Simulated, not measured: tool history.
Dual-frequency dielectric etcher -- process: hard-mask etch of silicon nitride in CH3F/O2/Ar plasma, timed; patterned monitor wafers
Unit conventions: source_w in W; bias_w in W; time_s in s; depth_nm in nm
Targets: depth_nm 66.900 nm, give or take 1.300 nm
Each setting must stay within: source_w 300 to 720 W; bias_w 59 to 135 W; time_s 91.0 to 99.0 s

Run 1, hour 0.0: source_w 510 W, bias_w 97 W, time_s 99.0 s. Result: depth_nm 83.610 nm.
Run 2, hour 7.0: source_w 510 W, bias_w 106 W, time_s 99.0 s. Result: depth_nm 86.123 nm.
Run 3, hour 8.5: source_w 460 W, bias_w 98 W, time_s 98.0 s. Result: depth_nm 80.598 nm.
Run 4, hour 12.2: source_w 460 W, bias_w 98 W, time_s 99.0 s. Result: depth_nm 80.998 nm.
Run 5, hour 19.6: source_w 490 W, bias_w 98 W, time_s 99.0 s. Result: depth_nm 82.799 nm.
Run 6, hour 28.2: source_w 460 W, bias_w 98 W, time_s 99.0 s. Result: depth_nm 80.445 nm.
Run 7, hour 31.6: source_w 420 W, bias_w 94 W, time_s 98.5 s. Result: depth_nm 76.435 nm.
Run 8, hour 38.7: source_w 390 W, bias_w 91 W, time_s 98.0 s. Result: depth_nm 72.998 nm.
Run 9, hour 46.2: source_w 370 W, bias_w 90 W, time_s 98.0 s. Result: depth_nm 71.923 nm.
Run 10, hour 55.3: source_w 350 W, bias_w 89 W, time_s 98.0 s. Result: depth_nm 69.591 nm.
Run 11, hour 63.2: source_w 340 W, bias_w 89 W, time_s 98.0 s. Result: depth_nm 68.672 nm.
Run 12, hour 71.2: source_w 330 W, bias_w 89 W, time_s 98.0 s. Result: depth_nm 68.623 nm.

Which one of the following 5 next-run settings gets every result inside its allowed miss? There is exactly one.
Run A, hour 79.2: source_w 400 W, bias_w 93 W, time_s 96.0 s. Result: depth_nm ?.
Run B, hour 79.2: source_w 340 W, bias_w 85 W, time_s 99.0 s. Result: depth_nm ?.
Run C, hour 79.2: source_w 360 W, bias_w 93 W, time_s 91.0 s. Result: depth_nm ?.
Run D, hour 79.2: source_w 330 W, bias_w 103 W, time_s 95.0 s. Result: depth_nm ?.
Run E, hour 79.2: source_w 430 W, bias_w 86 W, time_s 91.0 s. Result: depth_nm ?.

move  depth_nm
   A    73.208
   B    68.942
   C    66.770
   D    70.033
   E    69.371
A: further off than the last run
B: further off than the last run
C: hits every target within its allowed miss
D: further off than the last run
E: further off than the last run
Answer: C

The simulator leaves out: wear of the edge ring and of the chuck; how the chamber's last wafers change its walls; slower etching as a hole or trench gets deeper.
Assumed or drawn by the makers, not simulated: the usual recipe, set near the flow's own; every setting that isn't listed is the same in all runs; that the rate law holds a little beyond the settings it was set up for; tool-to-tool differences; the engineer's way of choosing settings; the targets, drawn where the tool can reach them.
